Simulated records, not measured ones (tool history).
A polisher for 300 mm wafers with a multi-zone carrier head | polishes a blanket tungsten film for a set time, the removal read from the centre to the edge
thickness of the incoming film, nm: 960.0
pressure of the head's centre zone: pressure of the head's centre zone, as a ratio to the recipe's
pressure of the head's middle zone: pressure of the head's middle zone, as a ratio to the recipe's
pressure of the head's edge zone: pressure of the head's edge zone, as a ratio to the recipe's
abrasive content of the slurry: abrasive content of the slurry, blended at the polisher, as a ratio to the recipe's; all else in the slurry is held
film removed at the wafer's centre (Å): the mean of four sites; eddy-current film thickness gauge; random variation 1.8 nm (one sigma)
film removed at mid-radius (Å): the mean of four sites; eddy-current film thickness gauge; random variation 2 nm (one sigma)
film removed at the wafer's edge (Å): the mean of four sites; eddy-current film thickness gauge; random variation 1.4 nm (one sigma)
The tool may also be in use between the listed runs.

| run | hour | flow of slurry (ml/min) | pressure of the head's centre zone | pressure of the head's middle zone | pressure of the head's edge zone | abrasive content of the slurry | polishing time (s) | film removed at the wafer's centre (Å) | film removed at mid-radius (Å) | film removed at the wafer's edge (Å) |
|---|---|---|---|---|---|---|---|---|---|---|
| 1 | 0.0 | 305 | 1.00 | 1.00 | 1.00 | 1.00 | 66 | 2854.7 | 2765.9 | 2822.7 |
| 2 | 6.4 | 305 | 1.00 | 1.00 | 0.96 | 1.00 | 66 | 2788.5 | 2743.7 | 2700.8 |
| 3 | 9.0 | 305 | 1.00 | 1.00 | 0.96 | 0.85 | 66 | 2729.3 | 2645.9 | 2699.1 |
| 4 | 15.4 | 300 | 0.97 | 0.99 | 0.92 | 0.75 | 55 | 2215.4 | 2182.1 | 2136.0 |
| 5 | 21.2 | 300 | 0.97 | 0.99 | 0.92 | 0.60 | 55 | 2130.8 | 2082.7 | 2072.8 |
| 6 | 24.2 | 295 | 0.92 | 0.96 | 0.91 | 0.55 | 50 | 1763.3 | 1889.6 | 1870.4 |

Forecast run 7:
| 7 | 28.3 | 295 | 0.92 | 0.93 | 0.89 | 0.55 | 47 | ? | ? | ? |

Run 7 gave film removed at the wafer's centre (Å) 1686.4, film removed at mid-radius (Å) 1730.4, film removed at the wafer's edge (Å) 1743.6.
